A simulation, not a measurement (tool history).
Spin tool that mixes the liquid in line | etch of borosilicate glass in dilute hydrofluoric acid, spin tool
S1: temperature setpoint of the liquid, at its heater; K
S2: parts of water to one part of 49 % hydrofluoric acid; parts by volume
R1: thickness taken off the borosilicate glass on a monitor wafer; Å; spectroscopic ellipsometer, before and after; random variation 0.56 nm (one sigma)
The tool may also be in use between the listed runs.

run 1 hour=0 | S1=294.15 S2=145 time_under_the_liquid_(s)=260 | R1=247.28
run 2 hour=8.6 | S1=294.15 S2=185 time_under_the_liquid_(s)=260 | R1=184.94
run 3 hour=11.6 | S1=294.15 S2=225 time_under_the_liquid_(s)=260 | R1=143.31
run 4 hour=15 | S1=295.15 S2=195 time_under_the_liquid_(s)=260 | R1=181.65
run 5 hour=16.1 | S1=295.15 S2=155 time_under_the_liquid_(s)=260 | R1=239.4
run 6 hour=19.6 | S1=296.15 S2=135 time_under_the_liquid_(s)=260 | R1=290.84
-- hour=26.4 hydrofluoric acid flow meter replaced
run 7 hour=26.4 | S1=297.15 S2=120 time_under_the_liquid_(s)=260 | R1=373.33

The next listed run, before its measurement:
run 8 hour=29.4 | S1=297.65 S2=115 time_under_the_liquid_(s)=260 | R1=?

{"run 8": {"R1": 394.56}}
